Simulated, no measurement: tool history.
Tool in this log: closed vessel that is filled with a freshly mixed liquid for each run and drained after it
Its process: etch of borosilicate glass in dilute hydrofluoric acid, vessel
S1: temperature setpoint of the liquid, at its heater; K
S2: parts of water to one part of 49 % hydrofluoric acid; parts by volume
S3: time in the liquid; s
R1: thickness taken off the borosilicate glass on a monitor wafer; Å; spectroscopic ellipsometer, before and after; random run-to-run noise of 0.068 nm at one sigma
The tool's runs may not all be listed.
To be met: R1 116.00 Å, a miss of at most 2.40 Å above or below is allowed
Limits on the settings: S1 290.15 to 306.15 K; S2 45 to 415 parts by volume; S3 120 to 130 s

Run 1, hour 0.0: S1 298.15 K, S2 230 parts by volume, S3 120 s. Result: R1 103.07 Å.
Run 2, hour 5.7: S1 300.15 K, S2 230 parts by volume, S3 120 s. Result: R1 110.30 Å.
Run 3, hour 12.7: S1 298.15 K, S2 230 parts by volume, S3 120 s. Result: R1 103.32 Å.
Run 4, hour 14.2: S1 298.15 K, S2 230 parts by volume, S3 130 s. Result: R1 112.63 Å.
Run 5, hour 15.6: S1 300.15 K, S2 230 parts by volume, S3 130 s. Result: R1 121.33 Å.
Run 6, hour 24.0: S1 301.65 K, S2 230 parts by volume, S3 130 s. Result: R1 127.89 Å.
Run 7, hour 24.8: S1 301.15 K, S2 230 parts by volume, S3 130 s. Result: R1 124.09 Å.
Run 8, hour 25.6: S1 300.65 K, S2 230 parts by volume, S3 130 s. Result: R1 123.75 Å.
Run 9, hour 31.3: S1 300.15 K, S2 230 parts by volume, S3 130 s. Result: R1 120.63 Å.

Which of these 4 next moves meets every target?
Run A, hour 37.0: S1 298.15 K, S2 210 parts by volume, S3 120 s. Result: R1 ?.
Run B, hour 37.0: S1 295.65 K, S2 195 parts by volume, S3 130 s. Result: R1 ?.
Run C, hour 37.0: S1 298.15 K, S2 200 parts by volume, S3 125 s. Result: R1 ?.
Run D, hour 37.0: S1 299.15 K, S2 215 parts by volume, S3 130 s. Result: R1 ?.

move      R1
   A  115.98
   B  125.35
   C  128.25
   D  126.53
A: every result within its allowed miss
B: the biggest miss grows against the last run
C: the biggest miss grows against the last run
D: the biggest miss grows against the last run
Answer: A
